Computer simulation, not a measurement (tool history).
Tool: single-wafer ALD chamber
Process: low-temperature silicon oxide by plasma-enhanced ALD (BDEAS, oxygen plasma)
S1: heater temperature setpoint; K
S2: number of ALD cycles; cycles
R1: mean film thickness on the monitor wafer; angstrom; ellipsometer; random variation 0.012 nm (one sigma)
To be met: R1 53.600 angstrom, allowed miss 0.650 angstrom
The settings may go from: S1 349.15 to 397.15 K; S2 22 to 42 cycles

run 1 hour=0.0 | S1=373.15 S2=32 | R1=42.968
run 2 hour=6.5 | S1=373.15 S2=36 | R1=48.198
run 3 hour=14.5 | S1=373.15 S2=34 | R1=45.525
run 4 hour=18.8 | S1=373.15 S2=37 | R1=49.650
run 5 hour=27.4 | S1=369.15 S2=37 | R1=50.211
run 6 hour=33.4 | S1=369.15 S2=34 | R1=46.120
run 7 hour=40.3 | S1=365.15 S2=35 | R1=48.202
run 8 hour=46.2 | S1=362.15 S2=36 | R1=50.020
run 9 hour=53.2 | S1=359.15 S2=36 | R1=50.243
run 10 hour=60.0 | S1=359.15 S2=36 | R1=50.345
run 11 hour=65.4 | S1=359.15 S2=36 | R1=50.461
run 12 hour=68.8 | S1=357.15 S2=36 | R1=50.691
run 13 hour=70.2 | S1=355.15 S2=36 | R1=51.081
run 14 hour=72.6 | S1=354.15 S2=36 | R1=51.111
run 15 hour=74.6 | S1=353.15 S2=36 | R1=51.206
run 16 hour=77.6 | S1=352.15 S2=36 | R1=51.544
run 17 hour=81.6 | S1=351.15 S2=36 | R1=51.501

5 next moves are on the table. One of them brings every result within its allowed miss. Which?
run A hour=85.6 | S1=349.15 S2=38 | R1=?
run B hour=85.6 | S1=354.15 S2=35 | R1=?
run C hour=85.6 | S1=349.15 S2=37 | R1=?
run D hour=85.6 | S1=350.15 S2=38 | R1=?
run E hour=85.6 | S1=351.15 S2=38 | R1=?

move=A R1=54.914
move=B R1=49.808
move=C R1=53.469
move=D R1=54.747
move=E R1=54.579
A: takes the result that was furthest off past its target
B: further off than the last run
C: meets every target
D: takes the result that was furthest off past its target
E: takes the result that was furthest off past its target
Move C is the one to make.
